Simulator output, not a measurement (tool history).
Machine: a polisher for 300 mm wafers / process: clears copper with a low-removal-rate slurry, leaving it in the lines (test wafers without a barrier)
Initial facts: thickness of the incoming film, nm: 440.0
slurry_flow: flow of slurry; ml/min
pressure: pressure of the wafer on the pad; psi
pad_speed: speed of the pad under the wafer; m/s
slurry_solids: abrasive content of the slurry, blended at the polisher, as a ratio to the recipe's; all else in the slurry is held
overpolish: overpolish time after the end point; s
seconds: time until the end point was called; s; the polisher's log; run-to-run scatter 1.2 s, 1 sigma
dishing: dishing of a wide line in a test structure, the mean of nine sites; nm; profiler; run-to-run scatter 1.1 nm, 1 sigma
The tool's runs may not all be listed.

Run 1, hour 0.0: slurry_flow 155 ml/min, pressure 2.2 psi, pad_speed 1.26 m/s, slurry_solids 1.00, overpolish 29 s. Result: seconds 135.84 s, dishing 60.348 nm.
Run 2, hour 1.2: slurry_flow 155 ml/min, pressure 2.7 psi, pad_speed 1.26 m/s, slurry_solids 1.00, overpolish 29 s. Result: seconds 114.29 s, dishing 69.928 nm.
Run 3, hour 3.0: slurry_flow 140 ml/min, pressure 2.7 psi, pad_speed 1.26 m/s, slurry_solids 1.00, overpolish 29 s. Result: seconds 117.17 s, dishing 69.381 nm.
Run 4, hour 10.3: slurry_flow 140 ml/min, pressure 2.7 psi, pad_speed 1.26 m/s, slurry_solids 1.10, overpolish 29 s. Result: seconds 114.47 s, dishing 68.209 nm.
Run 5, hour 14.9: slurry_flow 140 ml/min, pressure 2.7 psi, pad_speed 1.26 m/s, slurry_solids 1.10, overpolish 17 s. Result: seconds 115.49 s, dishing 45.441 nm.
Run 6, hour 17.9: slurry_flow 140 ml/min, pressure 2.7 psi, pad_speed 1.26 m/s, slurry_solids 1.05, overpolish 17 s. Result: seconds 115.16 s, dishing 45.026 nm.
Run 7, hour 20.8: slurry_flow 140 ml/min, pressure 2.7 psi, pad_speed 1.26 m/s, slurry_solids 1.05, overpolish 17 s. Result: seconds 113.68 s, dishing 44.830 nm.

Run 8, settings as shown, results not yet in. Your forecast:
Run 8, hour 26.4: slurry_flow 145 ml/min, pressure 2.7 psi, pad_speed 1.26 m/s, slurry_solids 1.05, overpolish 19 s. Result: seconds ?, dishing ?.

seconds: 113.19 s
dishing: 48.408 nm
